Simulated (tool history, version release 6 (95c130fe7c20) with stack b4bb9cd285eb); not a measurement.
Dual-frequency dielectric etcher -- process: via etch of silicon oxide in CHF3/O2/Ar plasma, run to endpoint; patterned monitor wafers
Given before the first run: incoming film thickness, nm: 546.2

run 1 day=0.000 | source_power_(W)=520 bias_power_(W)=152 | endpoint_time_(s)=346.47
run 2 day=0.125 | source_power_(W)=580 bias_power_(W)=152 | endpoint_time_(s)=327.22
run 3 day=0.454 | source_power_(W)=520 bias_power_(W)=149 | endpoint_time_(s)=350.09
run 4 day=0.600 | source_power_(W)=480 bias_power_(W)=147 | endpoint_time_(s)=366.45
run 5 day=0.792 | source_power_(W)=450 bias_power_(W)=146 | endpoint_time_(s)=376.60
run 6 day=0.962 | source_power_(W)=450 bias_power_(W)=169 | endpoint_time_(s)=361.27
run 7 day=1.175 | source_power_(W)=420 bias_power_(W)=167 | endpoint_time_(s)=372.55

Estimate the outcome of run 8 from the log above:
run 8 day=1.500 | source_power_(W)=320 bias_power_(W)=151 | endpoint_time_(s)=?

endpoint time (s): 448.54
